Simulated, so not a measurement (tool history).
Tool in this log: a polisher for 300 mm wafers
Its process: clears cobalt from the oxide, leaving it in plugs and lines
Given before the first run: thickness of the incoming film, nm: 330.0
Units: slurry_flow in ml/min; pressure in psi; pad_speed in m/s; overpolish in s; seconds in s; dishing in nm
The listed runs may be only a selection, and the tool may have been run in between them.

run  hour  slurry_flow  pressure  pad_speed  overpolish  seconds  dishing
  1   0.0          175       1.7       0.96           8   77.490   32.016
  2   5.2          175       1.8       0.96           7   70.843   30.066
  3  11.6          175       1.8       0.72           7   87.230   25.026
  4  19.5          210       1.8       0.72           7   88.256   25.514
  5  22.8          200       1.9       0.74           6   81.602   23.801
  6  23.5          220       1.9       0.74           6   77.878   24.148
  7  30.9          220       2.0       0.74           6   74.945   25.688
  8  31.9          215       2.1       0.76           6   70.102   26.268
  9  34.9          215       2.2       0.78           6   66.920   28.104
 10  36.0          220       2.3       0.80           6   62.750   29.349
 11  44.1          225       2.3       0.82           6   59.982   29.853
 12  47.8          230       2.3       0.84           6   57.917   30.628
 13  49.4          235       2.3       0.84           6   57.983   31.053

Predict the results of run 14:
 14  57.5          240       2.3       0.84           6        ?        ?

{"run 14": {"seconds": 60.111, "dishing": 31.053}}

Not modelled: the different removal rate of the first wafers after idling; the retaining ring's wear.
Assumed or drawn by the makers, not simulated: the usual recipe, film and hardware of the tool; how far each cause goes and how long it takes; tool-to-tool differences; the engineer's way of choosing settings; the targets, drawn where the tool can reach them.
